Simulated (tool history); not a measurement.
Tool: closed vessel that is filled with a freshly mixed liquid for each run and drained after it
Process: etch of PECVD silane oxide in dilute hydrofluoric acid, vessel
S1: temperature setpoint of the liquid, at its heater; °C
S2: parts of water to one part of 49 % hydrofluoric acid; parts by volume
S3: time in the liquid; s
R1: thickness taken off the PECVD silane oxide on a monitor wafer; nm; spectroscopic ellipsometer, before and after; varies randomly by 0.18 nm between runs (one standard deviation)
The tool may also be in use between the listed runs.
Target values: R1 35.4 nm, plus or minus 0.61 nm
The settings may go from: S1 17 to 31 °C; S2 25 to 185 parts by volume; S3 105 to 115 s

run	day	S1	S2	S3	R1
1	0	23	105	105	21.628
2	0.138	23	105	105	21.813
3	0.329	23	105	115	23.768
4	0.446	23	105	105	21.495
5	0.629	24	100	105	23.86
6	0.704	24	100	105	23.898
7	1.05	28	85	105	33.42
8	1.146	29	85	105	34.685

Exercise: of the 4 proposed moves below, exactly one satisfies all targets within the stated allowed misses. Which move is it?
A	1.242	24	70	105	?
B	1.242	25	75	105	?
C	1.242	27	85	110	?
D	1.242	30	90	105	?

move	R1
A	35.383
B	34.159
C	33.721
D	33.877
A: meets every target
B: the biggest miss grows against the last run
C: the biggest miss grows against the last run
D: the biggest miss grows against the last run
Move A is the one to make.
